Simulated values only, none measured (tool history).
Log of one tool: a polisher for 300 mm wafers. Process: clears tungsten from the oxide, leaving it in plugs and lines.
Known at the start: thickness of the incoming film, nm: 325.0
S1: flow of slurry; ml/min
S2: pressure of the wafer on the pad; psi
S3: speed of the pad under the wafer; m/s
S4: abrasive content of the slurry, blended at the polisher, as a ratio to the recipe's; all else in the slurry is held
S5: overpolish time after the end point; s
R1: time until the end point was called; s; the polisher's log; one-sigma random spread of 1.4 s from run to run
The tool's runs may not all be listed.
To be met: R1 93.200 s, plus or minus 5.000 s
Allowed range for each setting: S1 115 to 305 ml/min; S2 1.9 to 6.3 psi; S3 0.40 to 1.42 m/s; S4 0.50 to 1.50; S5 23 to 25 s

run 1 hour=0.0 | S1=195 S2=4.1 S3=0.90 S4=1.00 S5=23 | R1=78.215
run 2 hour=2.9 | S1=195 S2=4.8 S3=0.90 S4=1.00 S5=23 | R1=67.127
run 3 hour=5.8 | S1=195 S2=4.8 S3=0.90 S4=1.00 S5=25 | R1=68.124
run 4 hour=8.7 | S1=195 S2=5.3 S3=0.90 S4=1.00 S5=25 | R1=59.809
-- hour=10.4 slurry blender recalibrated
run 5 hour=10.4 | S1=195 S2=4.8 S3=0.88 S4=1.00 S5=25 | R1=63.860
run 6 hour=12.1 | S1=195 S2=4.3 S3=0.86 S4=1.00 S5=25 | R1=72.644
run 7 hour=20.4 | S1=195 S2=4.3 S3=0.86 S4=1.00 S5=25 | R1=71.540
run 8 hour=23.6 | S1=195 S2=3.9 S3=0.84 S4=1.00 S5=25 | R1=83.701

Consider the 4 candidate settings below. Which is the only one whose results all fall within their allowed miss of target?
run A hour=26.8 | S1=260 S2=3.6 S3=0.76 S4=0.90 S5=25 | R1=?
run B hour=26.8 | S1=140 S2=3.6 S3=0.74 S4=1.00 S5=24 | R1=?
run C hour=26.8 | S1=205 S2=2.6 S3=0.96 S4=1.10 S5=23 | R1=?
run D hour=26.8 | S1=235 S2=2.8 S3=0.88 S4=1.05 S5=23 | R1=?

move=A R1=93.317
move=B R1=102.900
move=C R1=101.010
move=D R1=101.360
A: in spec on every target
B: moves the result that the last run missed by most past its target, out the other side
C: moves the result that the last run missed by most past its target, out the other side
D: moves the result that the last run missed by most past its target, out the other side
So the answer is move A, the one that meets all the targets.
